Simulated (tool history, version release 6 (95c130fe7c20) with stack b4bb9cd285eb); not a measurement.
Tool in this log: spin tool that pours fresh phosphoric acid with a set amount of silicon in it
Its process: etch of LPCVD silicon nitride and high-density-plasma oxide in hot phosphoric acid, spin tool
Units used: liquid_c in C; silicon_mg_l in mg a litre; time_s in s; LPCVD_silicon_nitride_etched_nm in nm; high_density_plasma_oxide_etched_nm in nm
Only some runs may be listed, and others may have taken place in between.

| run | hour | liquid_c | silicon_mg_l | time_s | LPCVD_silicon_nitride_etched_nm | high_density_plasma_oxide_etched_nm |
|---|---|---|---|---|---|---|
| 1 | 0 | 164 | 16 | 110 | 10.553 | 0.50171 |
| 2 | 3.7 | 164 | 16 | 150 | 14.482 | 0.6424 |
| 3 | 8.9 | 164 | 8.5 | 150 | 14.429 | 0.71771 |
| 4 | 15.2 | 164 | 8.5 | 190 | 18.243 | 0.90856 |
| 5 | 23.8 | 166 | 8.5 | 190 | 19.454 | 1.0729 |
| 6 | 28.1 | 166 | 17 | 190 | 19.559 | 0.991 |

Forecast run 7:
| 7 | 35.1 | 166.5 | 12 | 190 | ? | ? |

LPCVD_silicon_nitride_etched_nm: 19.888 nm
high_density_plasma_oxide_etched_nm: 1.122 nm

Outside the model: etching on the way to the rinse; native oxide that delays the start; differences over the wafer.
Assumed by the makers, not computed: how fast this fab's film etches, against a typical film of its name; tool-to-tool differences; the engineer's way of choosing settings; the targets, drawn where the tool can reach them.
